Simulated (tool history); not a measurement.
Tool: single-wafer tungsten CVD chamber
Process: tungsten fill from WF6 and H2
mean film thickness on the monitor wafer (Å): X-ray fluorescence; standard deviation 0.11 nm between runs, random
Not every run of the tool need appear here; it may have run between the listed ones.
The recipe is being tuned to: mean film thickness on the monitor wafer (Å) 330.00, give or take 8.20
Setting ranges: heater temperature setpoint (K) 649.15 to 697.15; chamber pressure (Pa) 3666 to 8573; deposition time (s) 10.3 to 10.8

run	hour	heater temperature setpoint (K)	chamber pressure (Pa)	deposition time (s)	mean film thickness on the monitor wafer (Å)
1	0.0	673.15	6119	10.8	399.10
2	1.0	664.15	6119	10.8	345.25
3	3.3	674.15	6119	10.8	406.66
4	6.8	674.15	6119	10.8	407.37
5	11.9	674.15	6986	10.8	424.62
6	13.9	669.15	6919	10.8	386.67
7	16.2	666.15	6879	10.8	366.43
8	25.0	664.15	6853	10.8	356.63
9	30.6	662.15	6839	10.8	344.55

Exactly one of the 4 candidate moves below puts every result within its allowed miss. Which one?
A	36.2	660.15	8173	10.3	?
B	36.2	660.15	6279	10.4	?
C	36.2	655.15	7079	10.7	?
D	36.2	668.15	6946	10.8	?

move	mean film thickness on the monitor wafer (Å)
A	333.42
B	312.01
C	304.53
D	381.37
A: all results land within tolerance of their targets
B: pushes the last run's worst result past its target
C: pushes the last run's worst result past its target
D: misses by more than the last run did
Answer: A
